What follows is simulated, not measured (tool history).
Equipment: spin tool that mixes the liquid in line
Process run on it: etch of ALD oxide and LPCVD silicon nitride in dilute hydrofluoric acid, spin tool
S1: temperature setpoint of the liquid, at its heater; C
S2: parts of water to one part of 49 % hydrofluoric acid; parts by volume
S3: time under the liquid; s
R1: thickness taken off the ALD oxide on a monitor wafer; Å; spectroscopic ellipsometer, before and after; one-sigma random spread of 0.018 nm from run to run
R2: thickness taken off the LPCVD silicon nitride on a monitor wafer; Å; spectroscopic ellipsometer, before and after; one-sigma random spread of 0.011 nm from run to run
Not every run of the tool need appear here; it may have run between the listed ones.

run 1 hour=0 | S1=20 S2=295 S3=180 | R1=82.893 R2=2.3793
run 2 hour=3.7 | S1=20 S2=295 S3=145 | R1=66.573 R2=2.0389
run 3 hour=6.3 | S1=20 S2=295 S3=205 | R1=93.522 R2=2.7851
run 4 hour=15 | S1=19 S2=365 S3=205 | R1=69.195 R2=2.0731
run 5 hour=20.9 | S1=18.5 S2=420 S3=205 | R1=56.671 R2=1.7861
run 6 hour=27.4 | S1=17 S2=420 S3=205 | R1=53.036 R2=1.2868
run 7 hour=32.2 | S1=17 S2=455 S3=200 | R1=46.728 R2=1.2667

Run 8 has not been measured yet. What should we expect?
run 8 hour=40.6 | S1=17 S2=535 S3=175 | R1=? R2=?

R1: 33.133 Å
R2: 1.1728 Å

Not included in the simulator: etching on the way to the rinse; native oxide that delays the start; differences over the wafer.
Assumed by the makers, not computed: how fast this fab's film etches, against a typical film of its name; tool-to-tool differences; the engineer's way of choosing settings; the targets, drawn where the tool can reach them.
